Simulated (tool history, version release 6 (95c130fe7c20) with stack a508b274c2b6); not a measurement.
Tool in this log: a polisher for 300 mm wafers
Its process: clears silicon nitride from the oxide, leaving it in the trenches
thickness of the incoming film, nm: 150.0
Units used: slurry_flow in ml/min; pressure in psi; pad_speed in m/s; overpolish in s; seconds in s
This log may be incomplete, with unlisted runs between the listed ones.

run	hour	slurry_flow	pressure	pad_speed	overpolish	seconds
1	0	295	2.7	1.24	48	127.62
2	5.4	225	2.7	1.24	48	127.83
3	12.4	225	2.5	1.22	48	142.08
4	19.8	225	2.5	1.5	48	113.98
5	25.2	175	2.5	1.5	48	117.65
6	26.8	175	2.5	1.5	51	120.31
7	28.4	175	2.3	1.46	51	133.93
8	30.1	175	2.1	1.44	51	142.44

Run 9 comes next. What will it give?
9	37.3	175	2	1.4	51	?

For run 9 the tool returned seconds 159.13 s.
